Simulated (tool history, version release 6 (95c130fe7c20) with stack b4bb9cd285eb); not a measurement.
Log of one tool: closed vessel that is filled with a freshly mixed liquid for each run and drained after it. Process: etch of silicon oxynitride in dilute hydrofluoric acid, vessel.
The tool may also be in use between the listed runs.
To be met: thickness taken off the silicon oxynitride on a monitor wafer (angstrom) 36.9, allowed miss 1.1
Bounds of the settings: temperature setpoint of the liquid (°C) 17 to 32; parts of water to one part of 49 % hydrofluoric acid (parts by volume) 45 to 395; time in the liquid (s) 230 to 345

| run | hour | temperature setpoint of the liquid (°C) | parts of water to one part of 49 % hydrofluoric acid (parts by volume) | time in the liquid (s) | thickness taken off the silicon oxynitride on a monitor wafer (angstrom) |
|---|---|---|---|---|---|
| 1 | 0 | 24 | 220 | 345 | 20.456 |
| 2 | 2.3 | 24 | 220 | 230 | 13.482 |
| 3 | 6.8 | 21 | 220 | 230 | 11.811 |
| 4 | 15.4 | 18.5 | 220 | 230 | 10.523 |
| 5 | 20.4 | 22 | 200 | 230 | 13.636 |
| 6 | 25.6 | 22 | 170 | 230 | 16.589 |
| 7 | 33.1 | 24.5 | 160 | 230 | 19.814 |
| 8 | 34.1 | 24.5 | 160 | 230 | 19.912 |
| 9 | 37.1 | 26.5 | 150 | 230 | 23.217 |
| 10 | 39.4 | 28 | 140 | 230 | 27.481 |
| 11 | 42.2 | 29 | 135 | 230 | 29.242 |
| 12 | 48.9 | 29 | 135 | 230 | 29.421 |
| 13 | 49.9 | 30 | 130 | 230 | 31.752 |
| 14 | 50.4 | 32 | 115 | 230 | 40.912 |
| 15 | 58.4 | 31.5 | 115 | 230 | 39.481 |
| 16 | 67.3 | 31 | 115 | 230 | 38.621 |

4 next moves are on the table. One of them brings every result within its allowed miss. Which?
| A | 76.2 | 31 | 110 | 230 | ? |
| B | 76.2 | 27.5 | 95 | 230 | ? |
| C | 76.2 | 29 | 160 | 345 | ? |
| D | 76.2 | 25.5 | 130 | 345 | ? |

| move | thickness taken off the silicon oxynitride on a monitor wafer (angstrom) |
|---|---|
| A | 40.015 |
| B | 40.168 |
| C | 36.006 |
| D | 38.931 |
A: further off than the last run
B: further off than the last run
C: meets every target
D: further off than the last run
Move C is the one to make.
